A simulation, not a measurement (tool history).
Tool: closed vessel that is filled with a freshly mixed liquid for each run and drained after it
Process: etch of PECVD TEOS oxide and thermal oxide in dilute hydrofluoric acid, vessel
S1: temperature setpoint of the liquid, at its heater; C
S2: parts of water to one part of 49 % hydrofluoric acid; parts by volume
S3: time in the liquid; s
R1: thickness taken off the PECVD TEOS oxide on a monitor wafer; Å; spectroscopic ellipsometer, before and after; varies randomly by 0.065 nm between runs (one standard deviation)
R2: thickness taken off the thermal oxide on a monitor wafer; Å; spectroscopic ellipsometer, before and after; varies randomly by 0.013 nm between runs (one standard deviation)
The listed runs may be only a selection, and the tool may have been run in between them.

| run | day | S1 | S2 | S3 | R1 | R2 |
|---|---|---|---|---|---|---|
| 1 | 0 | 21 | 230 | 125 | 106.91 | 18.338 |
| 2 | 0.296 | 20 | 245 | 125 | 96.18 | 16.175 |
| 3 | 0.55 | 20 | 280 | 125 | 82.12 | 13.477 |
| 4 | 0.658 | 19.5 | 280 | 125 | 79.424 | 13.576 |
|  | 0.883 | thermometer replaced |
| 5 | 0.883 | 19.5 | 355 | 125 | 62.802 | 10.765 |
| 6 | 1.217 | 19.5 | 415 | 125 | 51.238 | 8.7422 |
| 7 | 1.458 | 22 | 415 | 125 | 56.054 | 9.4005 |

The next listed run, before its measurement:
| 8 | 1.779 | 23.5 | 410 | 125 | ? | ? |

R1: 58.877 Å
R2: 9.799 Å
